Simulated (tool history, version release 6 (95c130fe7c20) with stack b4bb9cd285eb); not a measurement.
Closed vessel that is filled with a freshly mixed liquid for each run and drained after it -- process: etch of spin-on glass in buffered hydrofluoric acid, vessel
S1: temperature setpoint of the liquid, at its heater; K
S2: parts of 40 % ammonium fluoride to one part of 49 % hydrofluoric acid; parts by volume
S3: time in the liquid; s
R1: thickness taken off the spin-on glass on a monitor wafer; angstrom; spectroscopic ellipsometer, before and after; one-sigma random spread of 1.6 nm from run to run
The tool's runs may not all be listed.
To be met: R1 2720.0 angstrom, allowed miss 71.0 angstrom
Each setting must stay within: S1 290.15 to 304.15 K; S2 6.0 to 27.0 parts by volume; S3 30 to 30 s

{"run": 1, "day": 0.0, "S1": 296.15, "S2": 16.5, "S3": 30, "R1": 1221.8}
{"run": 2, "day": 0.1, "S1": 296.15, "S2": 14.5, "S3": 30, "R1": 1379.8}
{"run": 3, "day": 0.162, "S1": 297.15, "S2": 14.0, "S3": 30, "R1": 1499.8}
{"run": 4, "day": 0.492, "S1": 297.15, "S2": 18.5, "S3": 30, "R1": 1144.3}
{"run": 5, "day": 0.671, "S1": 297.15, "S2": 18.5, "S3": 30, "R1": 1152.4}
{"run": 6, "day": 0.9, "S1": 298.15, "S2": 17.0, "S3": 30, "R1": 1321.8}
{"run": 7, "day": 1.275, "S1": 299.15, "S2": 16.0, "S3": 30, "R1": 1477.0}
{"run": 8, "day": 1.621, "S1": 300.15, "S2": 15.0, "S3": 30, "R1": 1678.8}
{"run": 9, "day": 1.938, "S1": 300.65, "S2": 14.5, "S3": 30, "R1": 1775.8}
{"run": 10, "day": 2.088, "S1": 301.15, "S2": 14.0, "S3": 30, "R1": 1875.4}
{"run": 11, "day": 2.467, "S1": 301.65, "S2": 13.5, "S3": 30, "R1": 2002.4}
{"run": 12, "day": 2.808, "S1": 302.15, "S2": 13.0, "S3": 30, "R1": 2105.8}
{"run": 13, "day": 3.146, "S1": 302.65, "S2": 12.5, "S3": 30, "R1": 2285.1}
{"run": 14, "day": 3.404, "S1": 303.65, "S2": 11.5, "S3": 30, "R1": 2604.5}

Which one of the following 5 next-run settings gets every result inside its allowed miss? There is exactly one.
{"run": "A", "day": 3.662, "S1": 304.15, "S2": 12.0, "S3": 30, "R1": "?"}
{"run": "B", "day": 3.662, "S1": 304.15, "S2": 10.5, "S3": 30, "R1": "?"}
{"run": "C", "day": 3.662, "S1": 302.65, "S2": 10.0, "S3": 30, "R1": "?"}
{"run": "D", "day": 3.662, "S1": 302.65, "S2": 9.5, "S3": 30, "R1": "?"}
{"run": "E", "day": 3.662, "S1": 303.15, "S2": 9.5, "S3": 30, "R1": "?"}

move=A R1=2551.4
move=B R1=2866.5
move=C R1=2732.4
move=D R1=2865.1
move=E R1=2941.3
A: the biggest miss grows against the last run
B: the result that was furthest off in the last run now lies on the other side of its target
C: meets every target
D: the result that was furthest off in the last run now lies on the other side of its target
E: the result that was furthest off in the last run now lies on the other side of its target
The move that meets every target is C.

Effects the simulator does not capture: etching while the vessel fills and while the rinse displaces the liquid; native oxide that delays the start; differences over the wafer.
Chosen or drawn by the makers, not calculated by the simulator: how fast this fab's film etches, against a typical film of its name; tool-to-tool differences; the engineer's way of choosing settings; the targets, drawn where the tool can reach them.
